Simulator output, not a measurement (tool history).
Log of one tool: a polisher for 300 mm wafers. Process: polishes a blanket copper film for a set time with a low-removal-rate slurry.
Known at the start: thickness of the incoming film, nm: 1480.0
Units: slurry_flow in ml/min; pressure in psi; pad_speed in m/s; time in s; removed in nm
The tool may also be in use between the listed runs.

Run 1, hour 0.0: slurry_flow 155 ml/min, pressure 1.8 psi, pad_speed 1.08 m/s, slurry_solids 1.00, time 46 s. Result: removed 84.174 nm.
Run 2, hour 5.0: slurry_flow 155 ml/min, pressure 1.8 psi, pad_speed 1.08 m/s, slurry_solids 1.00, time 46 s. Result: removed 83.924 nm.
Run 3, hour 5.9: slurry_flow 115 ml/min, pressure 1.8 psi, pad_speed 1.08 m/s, slurry_solids 1.00, time 46 s. Result: removed 76.117 nm.
Run 4, hour 7.7: slurry_flow 115 ml/min, pressure 1.8 psi, pad_speed 1.08 m/s, slurry_solids 1.00, time 46 s. Result: removed 76.632 nm.
Run 5, hour 13.8: slurry_flow 115 ml/min, pressure 1.8 psi, pad_speed 1.08 m/s, slurry_solids 1.15, time 46 s. Result: removed 78.299 nm.
Run 6, hour 15.0: slurry_flow 115 ml/min, pressure 1.8 psi, pad_speed 1.08 m/s, slurry_solids 1.30, time 46 s. Result: removed 79.976 nm.
Run 7, hour 23.9: slurry_flow 110 ml/min, pressure 1.6 psi, pad_speed 1.08 m/s, slurry_solids 1.30, time 46 s. Result: removed 73.723 nm.
Run 8, hour 31.4: slurry_flow 105 ml/min, pressure 1.4 psi, pad_speed 1.08 m/s, slurry_solids 1.30, time 46 s. Result: removed 67.374 nm.
Run 9, hour 33.3: slurry_flow 105 ml/min, pressure 1.3 psi, pad_speed 1.08 m/s, slurry_solids 1.30, time 46 s. Result: removed 64.231 nm.

Run 10 comes next. What will it give?
Run 10, hour 38.3: slurry_flow 105 ml/min, pressure 1.2 psi, pad_speed 1.08 m/s, slurry_solids 1.30, time 46 s. Result: removed ?.

removed: 62.495 nm

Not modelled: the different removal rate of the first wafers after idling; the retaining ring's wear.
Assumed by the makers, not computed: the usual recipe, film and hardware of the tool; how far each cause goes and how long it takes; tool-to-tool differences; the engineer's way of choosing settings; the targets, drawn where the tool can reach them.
